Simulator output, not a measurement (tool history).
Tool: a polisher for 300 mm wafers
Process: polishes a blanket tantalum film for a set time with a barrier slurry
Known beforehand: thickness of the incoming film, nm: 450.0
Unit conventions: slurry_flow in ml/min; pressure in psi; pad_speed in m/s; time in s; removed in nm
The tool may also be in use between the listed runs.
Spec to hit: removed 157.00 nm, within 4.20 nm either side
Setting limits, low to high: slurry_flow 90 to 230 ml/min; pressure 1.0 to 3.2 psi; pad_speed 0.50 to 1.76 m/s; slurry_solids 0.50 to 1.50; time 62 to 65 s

run 1 hour=0.0 | slurry_flow=150 pressure=2.1 pad_speed=1.12 slurry_solids=1.00 time=62 | removed=112.05
run 2 hour=4.5 | slurry_flow=155 pressure=2.2 pad_speed=1.12 slurry_solids=1.00 time=62 | removed=117.25
run 3 hour=8.4 | slurry_flow=160 pressure=2.3 pad_speed=1.12 slurry_solids=1.00 time=62 | removed=122.14
run 4 hour=11.1 | slurry_flow=160 pressure=2.4 pad_speed=1.12 slurry_solids=1.00 time=62 | removed=129.60
run 5 hour=19.4 | slurry_flow=160 pressure=2.5 pad_speed=1.12 slurry_solids=1.00 time=62 | removed=133.81
run 6 hour=21.5 | slurry_flow=165 pressure=2.6 pad_speed=1.12 slurry_solids=1.00 time=62 | removed=139.36
run 7 hour=26.6 | slurry_flow=170 pressure=2.8 pad_speed=1.12 slurry_solids=1.00 time=62 | removed=153.41
run 8 hour=34.6 | slurry_flow=175 pressure=2.8 pad_speed=1.12 slurry_solids=1.00 time=62 | removed=150.72

Consider the 4 candidate settings below. Which is the only one whose results all fall within their allowed miss of target?
run A hour=42.6 | slurry_flow=180 pressure=2.5 pad_speed=1.22 slurry_solids=1.00 time=65 | removed=?
run B hour=42.6 | slurry_flow=155 pressure=2.9 pad_speed=0.98 slurry_solids=1.00 time=65 | removed=?
run C hour=42.6 | slurry_flow=180 pressure=2.7 pad_speed=1.06 slurry_solids=1.10 time=62 | removed=?
run D hour=42.6 | slurry_flow=160 pressure=2.8 pad_speed=1.10 slurry_solids=0.95 time=62 | removed=?

move=A removed=155.03
move=B removed=142.07
move=C removed=143.46
move=D removed=144.44
A: all results in spec
B: the biggest miss grows against the last run
C: the biggest miss grows against the last run
D: the biggest miss grows against the last run
The move that meets every target is A.
